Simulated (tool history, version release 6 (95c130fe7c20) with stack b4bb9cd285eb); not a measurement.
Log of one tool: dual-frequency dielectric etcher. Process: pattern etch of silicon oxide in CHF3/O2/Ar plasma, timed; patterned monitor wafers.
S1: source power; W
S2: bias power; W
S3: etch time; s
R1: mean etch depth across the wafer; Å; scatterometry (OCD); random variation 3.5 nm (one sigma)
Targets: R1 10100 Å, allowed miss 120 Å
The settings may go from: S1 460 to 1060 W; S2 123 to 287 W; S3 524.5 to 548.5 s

| run | hour | S1 | S2 | S3 | R1 |
|---|---|---|---|---|---|
| 1 | 0 | 760 | 205 | 524.5 | 12192 |
| 2 | 6.8 | 760 | 228 | 524.5 | 12651 |
| 3 | 12.1 | 700 | 218 | 524.5 | 12107 |
| 4 | 16.2 | 650 | 209 | 524.5 | 11627 |
| 5 | 23.7 | 610 | 202 | 524.5 | 11196 |
| 6 | 25.5 | 580 | 199 | 524.5 | 10929 |
| 7 | 33.6 | 550 | 197 | 524.5 | 10699 |
| 8 | 37.9 | 530 | 196 | 524.5 | 10524 |
| 9 | 40.8 | 460 | 193 | 524.5 | 9900.6 |

Which of these 4 next moves meets every target?
| A | 43.7 | 470 | 191 | 548.5 | ? |
| B | 43.7 | 470 | 191 | 530.5 | ? |
| C | 43.7 | 630 | 164 | 524.5 | ? |
| D | 43.7 | 500 | 181 | 545.5 | ? |

| move | R1 |
|---|---|
| A | 10398 |
| B | 10057 |
| C | 10423 |
| D | 10354 |
A: takes the result that was furthest off past its target
B: meets every target
C: takes the result that was furthest off past its target
D: takes the result that was furthest off past its target
The right move is B.
